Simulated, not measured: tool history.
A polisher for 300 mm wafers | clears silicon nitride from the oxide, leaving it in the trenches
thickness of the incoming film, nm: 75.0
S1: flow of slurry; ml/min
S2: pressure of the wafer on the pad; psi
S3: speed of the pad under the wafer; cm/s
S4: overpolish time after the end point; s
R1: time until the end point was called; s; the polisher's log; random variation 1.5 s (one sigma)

run 1 hour=0 | S1=150 S2=1.8 S3=124 S4=21 | R1=93.032
run 2 hour=3.6 | S1=170 S2=1.8 S3=124 S4=21 | R1=90.144
run 3 hour=5.7 | S1=165 S2=1.7 S3=124 S4=21 | R1=94.391
run 4 hour=13.7 | S1=165 S2=2 S3=124 S4=21 | R1=82.141
run 5 hour=19.7 | S1=160 S2=1.8 S3=124 S4=21 | R1=91.387
run 6 hour=24.6 | S1=160 S2=2.1 S3=124 S4=21 | R1=79.839

The next listed run, before its measurement:
run 7 hour=28.6 | S1=155 S2=1.9 S3=122 S4=21 | R1=?

R1: 89.255 s

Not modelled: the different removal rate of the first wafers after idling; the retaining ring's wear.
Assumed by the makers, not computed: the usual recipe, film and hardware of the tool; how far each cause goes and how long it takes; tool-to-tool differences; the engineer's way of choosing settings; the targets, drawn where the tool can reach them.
